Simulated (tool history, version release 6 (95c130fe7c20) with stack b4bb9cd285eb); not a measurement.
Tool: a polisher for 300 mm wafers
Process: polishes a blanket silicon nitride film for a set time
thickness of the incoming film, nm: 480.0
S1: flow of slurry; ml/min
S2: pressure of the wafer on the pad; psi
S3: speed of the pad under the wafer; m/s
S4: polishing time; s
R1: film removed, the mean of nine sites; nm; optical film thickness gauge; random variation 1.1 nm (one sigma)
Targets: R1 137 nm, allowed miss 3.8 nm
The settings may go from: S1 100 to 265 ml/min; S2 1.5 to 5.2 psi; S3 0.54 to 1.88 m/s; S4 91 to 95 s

{"run": 1, "day": 0.0, "S1": 170, "S2": 3.3, "S3": 1.2, "S4": 91, "R1": 180.68}
{"run": 2, "day": 0.054, "S1": 170, "S2": 2.5, "S3": 1.2, "S4": 91, "R1": 141.49}
{"run": 3, "day": 0.112, "S1": 170, "S2": 2.5, "S3": 1.2, "S4": 95, "R1": 146.91}
{"run": 4, "day": 0.142, "S1": 170, "S2": 2.5, "S3": 1.2, "S4": 95, "R1": 144.8}
{"run": 5, "day": 0.267, "S1": 165, "S2": 2.5, "S3": 1.2, "S4": 95, "R1": 148.43}
{"run": 6, "day": 0.404, "S1": 165, "S2": 2.4, "S3": 1.2, "S4": 95, "R1": 142.46}
{"day": 0.683, "done": "head pressure recalibrated"}
{"run": 7, "day": 0.683, "S1": 160, "S2": 2.3, "S3": 1.2, "S4": 95, "R1": 125.94}
{"run": 8, "day": 0.929, "S1": 165, "S2": 2.3, "S3": 1.2, "S4": 95, "R1": 125.12}
{"run": 9, "day": 1.079, "S1": 165, "S2": 2.3, "S3": 1.2, "S4": 95, "R1": 125.03}

Which of these 5 next moves meets every target?
{"run": "A", "day": 1.229, "S1": 210, "S2": 2.7, "S3": 0.84, "S4": 95, "R1": "?"}
{"run": "B", "day": 1.229, "S1": 190, "S2": 2.5, "S3": 1.2, "S4": 95, "R1": "?"}
{"run": "C", "day": 1.229, "S1": 190, "S2": 2.2, "S3": 1.24, "S4": 95, "R1": "?"}
{"run": "D", "day": 1.229, "S1": 165, "S2": 2.4, "S3": 1.4, "S4": 94, "R1": "?"}
{"run": "E", "day": 1.229, "S1": 190, "S2": 2.6, "S3": 1.12, "S4": 91, "R1": "?"}

move=A R1=111.07
move=B R1=137.39
move=C R1=127.15
move=D R1=146.8
move=E R1=128.63
A: further off than the last run
B: meets every target
C: nearer than the last run, and not there yet
D: takes the result that was furthest off past its target
E: nearer than the last run, and not there yet
The right move is B.

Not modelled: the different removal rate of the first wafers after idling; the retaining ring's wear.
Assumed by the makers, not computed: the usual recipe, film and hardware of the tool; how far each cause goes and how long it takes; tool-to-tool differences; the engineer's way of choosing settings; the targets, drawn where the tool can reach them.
